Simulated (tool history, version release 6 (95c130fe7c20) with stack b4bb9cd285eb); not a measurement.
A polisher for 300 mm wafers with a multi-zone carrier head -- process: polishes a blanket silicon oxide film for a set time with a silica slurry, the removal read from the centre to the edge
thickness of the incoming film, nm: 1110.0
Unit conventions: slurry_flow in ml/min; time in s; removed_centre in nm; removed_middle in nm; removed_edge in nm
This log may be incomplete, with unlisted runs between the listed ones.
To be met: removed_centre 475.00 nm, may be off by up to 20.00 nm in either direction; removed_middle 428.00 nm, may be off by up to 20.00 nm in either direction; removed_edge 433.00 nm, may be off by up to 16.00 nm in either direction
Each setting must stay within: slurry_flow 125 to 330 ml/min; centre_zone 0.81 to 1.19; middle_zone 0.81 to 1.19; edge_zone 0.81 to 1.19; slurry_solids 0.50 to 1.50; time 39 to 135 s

run 1 hour=0.0 | slurry_flow=210 centre_zone=1.00 middle_zone=1.00 edge_zone=1.00 slurry_solids=1.00 time=87 | removed_centre=342.28 removed_middle=316.43 removed_edge=314.67
run 2 hour=8.9 | slurry_flow=210 centre_zone=1.00 middle_zone=1.00 edge_zone=1.00 slurry_solids=1.00 time=75 | removed_centre=293.46 removed_middle=265.69 removed_edge=266.38
run 3 hour=10.8 | slurry_flow=185 centre_zone=1.00 middle_zone=1.00 edge_zone=1.00 slurry_solids=1.00 time=75 | removed_centre=288.22 removed_middle=264.55 removed_edge=271.50
run 4 hour=17.8 | slurry_flow=180 centre_zone=1.02 middle_zone=1.01 edge_zone=1.02 slurry_solids=1.10 time=79 | removed_centre=326.71 removed_middle=290.77 removed_edge=295.03
run 5 hour=19.8 | slurry_flow=180 centre_zone=0.97 middle_zone=1.01 edge_zone=1.02 slurry_solids=1.10 time=79 | removed_centre=311.91 removed_middle=289.88 removed_edge=303.04
run 6 hour=25.2 | slurry_flow=180 centre_zone=0.97 middle_zone=1.01 edge_zone=1.02 slurry_solids=1.20 time=79 | removed_centre=319.71 removed_middle=307.07 removed_edge=308.76
run 7 hour=26.7 | slurry_flow=175 centre_zone=0.99 middle_zone=1.01 edge_zone=1.04 slurry_solids=1.25 time=83 | removed_centre=347.04 removed_middle=324.46 removed_edge=334.41
run 8 hour=32.6 | slurry_flow=225 centre_zone=1.09 middle_zone=1.11 edge_zone=1.14 slurry_solids=1.50 time=91 | removed_centre=454.62 removed_middle=433.63 removed_edge=417.71
run 9 hour=37.3 | slurry_flow=225 centre_zone=1.09 middle_zone=1.11 edge_zone=1.14 slurry_solids=1.50 time=91 | removed_centre=464.63 removed_middle=419.71 removed_edge=412.40

Of the 4 settings listed for the next run, only one would bring every result within its allowed miss of target. Which one?
run A hour=42.0 | slurry_flow=225 centre_zone=1.10 middle_zone=1.12 edge_zone=1.09 slurry_solids=1.45 time=103 | removed_centre=? removed_middle=? removed_edge=?
run B hour=42.0 | slurry_flow=210 centre_zone=1.08 middle_zone=1.09 edge_zone=1.16 slurry_solids=1.50 time=94 | removed_centre=? removed_middle=? removed_edge=?
run C hour=42.0 | slurry_flow=235 centre_zone=1.08 middle_zone=0.93 edge_zone=1.07 slurry_solids=1.45 time=106 | removed_centre=? removed_middle=? removed_edge=?
run D hour=42.0 | slurry_flow=210 centre_zone=1.17 middle_zone=1.08 edge_zone=1.16 slurry_solids=1.50 time=95 | removed_centre=? removed_middle=? removed_edge=?

move=A removed_centre=512.99 removed_middle=481.69 removed_edge=450.95
move=B removed_centre=462.38 removed_middle=432.47 removed_edge=425.73
move=C removed_centre=519.82 removed_middle=425.19 removed_edge=463.21
move=D removed_centre=506.31 removed_middle=433.43 removed_edge=430.32
A: pushes the last run's worst result past its target
B: all results in spec
C: pushes the last run's worst result past its target
D: corrects the largest miss of the last run, while another result sits out of spec
Go with B: it meets all targets.
